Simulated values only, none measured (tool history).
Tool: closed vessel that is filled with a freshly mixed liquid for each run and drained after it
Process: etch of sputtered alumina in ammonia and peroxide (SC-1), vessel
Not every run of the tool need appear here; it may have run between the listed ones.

run  hour  temperature setpoint of the liquid (C)  parts of 29 % ammonia solution to one part of 30 % peroxide (parts by volume)  time in the liquid (s)  thickness taken off the sputtered alumina on a monitor wafer (Å)
  1   0.0                                    47.0                                                                           0.80                     280                                                            88.982
  2   7.9                                    43.0                                                                           0.80                     280                                                            70.900
  3  13.7                                    49.5                                                                           0.80                     280                                                           101.810
  4  23.0                                    49.5                                                                           1.05                     280                                                           105.540
  5  30.8                                    48.0                                                                           1.05                     280                                                            98.111
  6  35.8                                    46.5                                                                           1.05                     280                                                            89.294

What does the tool deliver on the next run?
  7  45.1                                    46.5                                                                           1.05                     280                                                                 ?

thickness taken off the sputtered alumina on a monitor wafer (Å): 88.869
